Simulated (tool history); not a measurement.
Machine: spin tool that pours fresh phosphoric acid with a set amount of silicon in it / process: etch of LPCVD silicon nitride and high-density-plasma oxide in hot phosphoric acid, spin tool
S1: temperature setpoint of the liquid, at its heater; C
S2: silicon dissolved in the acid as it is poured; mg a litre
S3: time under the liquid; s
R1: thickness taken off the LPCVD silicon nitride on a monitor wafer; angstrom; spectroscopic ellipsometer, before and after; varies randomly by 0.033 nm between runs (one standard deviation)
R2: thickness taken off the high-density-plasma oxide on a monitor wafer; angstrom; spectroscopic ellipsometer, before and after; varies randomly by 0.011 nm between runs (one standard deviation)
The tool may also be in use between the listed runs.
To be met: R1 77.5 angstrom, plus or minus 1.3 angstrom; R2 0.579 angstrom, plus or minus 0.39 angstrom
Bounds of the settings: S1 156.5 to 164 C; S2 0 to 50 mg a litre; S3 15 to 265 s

run,hour,S1,S2,S3,R1,R2
1,0,159,23,135,120.15,1.4899
2,7.2,158.5,26,120,105.54,1.1011
3,16.2,160,26,120,110.43,1.1994
4,18.6,160,26,90,82.441,0.74928
5,20.3,160,13.5,90,82.255,1.4368
6,28.4,159,13.5,90,79.856,0.96876
7,33.4,158.5,15.5,90,78.257,1.1652
8,39.9,159,30.5,85,75.013,0.68477
9,48.4,159,32,85,75.319,0.66993
10,49.1,159,33.5,85,75.427,0.40195
11,57.3,159,32,85,75.729,0.72079
12,64.5,159,34,85,75.471,0.39823
13,65.8,159,32.5,85,74.647,0.78026

Pick the move, out of 5, that brings all results within their allowed miss; only one does.
A,67.1,156.5,2,90,?,?
B,67.1,158.5,30,85,?,?
C,67.1,161.5,39,80,?,?
D,67.1,159,30,80,?,?
E,67.1,156.5,0,90,?,?

move,R1,R2
A,73.631,1.4338
B,74.43,0.74205
C,77.478,0.55825
D,71.245,0.72491
E,73.631,1.4879
A: moves away from the targets compared with the last run
B: moves away from the targets compared with the last run
C: hits every target within its allowed miss
D: moves away from the targets compared with the last run
E: moves away from the targets compared with the last run
C is the move that brings every result within its allowed miss.
